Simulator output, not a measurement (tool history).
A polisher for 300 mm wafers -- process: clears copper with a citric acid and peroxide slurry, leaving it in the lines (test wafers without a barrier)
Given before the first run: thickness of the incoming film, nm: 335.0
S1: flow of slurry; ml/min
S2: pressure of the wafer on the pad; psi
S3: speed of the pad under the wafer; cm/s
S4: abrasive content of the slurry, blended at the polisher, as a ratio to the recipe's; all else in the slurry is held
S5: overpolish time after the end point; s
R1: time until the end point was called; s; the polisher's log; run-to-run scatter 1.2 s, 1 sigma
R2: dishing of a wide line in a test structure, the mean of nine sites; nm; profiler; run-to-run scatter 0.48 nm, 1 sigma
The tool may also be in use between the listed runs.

Run 1, hour 0.0: S1 285 ml/min, S2 3.3 psi, S3 102 cm/s, S4 1.0, S5 29 s. Result: R1 140.85 s, R2 50.172 nm.
Run 2, hour 4.6: S1 285 ml/min, S2 2.9 psi, S3 102 cm/s, S4 1.0, S5 29 s. Result: R1 156.61 s, R2 46.858 nm.
Run 3, hour 8.6: S1 285 ml/min, S2 3.0 psi, S3 102 cm/s, S4 1.0, S5 27 s. Result: R1 150.15 s, R2 44.001 nm.
Run 4, hour 13.7: S1 285 ml/min, S2 3.0 psi, S3 102 cm/s, S4 1.1, S5 27 s. Result: R1 147.19 s, R2 44.851 nm.
Run 5, hour 16.3: S1 285 ml/min, S2 3.0 psi, S3 102 cm/s, S4 0.9, S5 27 s. Result: R1 151.25 s, R2 44.027 nm.
Run 6, hour 16.9: S1 285 ml/min, S2 3.8 psi, S3 102 cm/s, S4 0.9, S5 27 s. Result: R1 131.25 s, R2 51.374 nm.
Run 7, hour 18.4: S1 285 ml/min, S2 3.8 psi, S3 102 cm/s, S4 0.9, S5 26 s. Result: R1 126.93 s, R2 49.557 nm.

Run 8 has not been measured yet. What should we expect?
Run 8, hour 25.5: S1 285 ml/min, S2 3.8 psi, S3 102 cm/s, S4 0.9, S5 25 s. Result: R1 ?, R2 ?.

{"run 8": {"R1": 127.71, "R2": 48.767}}
